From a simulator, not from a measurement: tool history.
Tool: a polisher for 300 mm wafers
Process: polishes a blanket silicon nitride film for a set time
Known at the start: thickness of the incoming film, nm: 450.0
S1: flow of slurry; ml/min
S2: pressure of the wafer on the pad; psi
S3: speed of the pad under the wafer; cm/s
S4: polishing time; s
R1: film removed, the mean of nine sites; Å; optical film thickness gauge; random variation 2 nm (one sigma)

{"run": 1, "hour": 0.0, "S1": 305, "S2": 4.6, "S3": 140, "S4": 76, "R1": 2186.9}
{"run": 2, "hour": 3.3, "S1": 305, "S2": 4.6, "S3": 140, "S4": 76, "R1": 2217.8}
{"run": 3, "hour": 9.5, "S1": 305, "S2": 4.8, "S3": 140, "S4": 76, "R1": 2311.3}
{"run": 4, "hour": 12.9, "S1": 305, "S2": 4.9, "S3": 140, "S4": 76, "R1": 2324.9}
{"run": 5, "hour": 17.4, "S1": 255, "S2": 4.9, "S3": 140, "S4": 76, "R1": 2290.7}
{"run": 6, "hour": 24.3, "S1": 255, "S2": 4.9, "S3": 110, "S4": 76, "R1": 1906.5}
{"run": 7, "hour": 33.1, "S1": 270, "S2": 5.2, "S3": 110, "S4": 76, "R1": 1968.9}
{"run": 8, "hour": 35.4, "S1": 270, "S2": 5.6, "S3": 110, "S4": 76, "R1": 2054.0}

Run 9 comes next. What will it give?
{"run": 9, "hour": 43.5, "S1": 270, "S2": 6.0, "S3": 112, "S4": 76, "R1": "?"}

{"run 9": {"R1": 2197.2}}

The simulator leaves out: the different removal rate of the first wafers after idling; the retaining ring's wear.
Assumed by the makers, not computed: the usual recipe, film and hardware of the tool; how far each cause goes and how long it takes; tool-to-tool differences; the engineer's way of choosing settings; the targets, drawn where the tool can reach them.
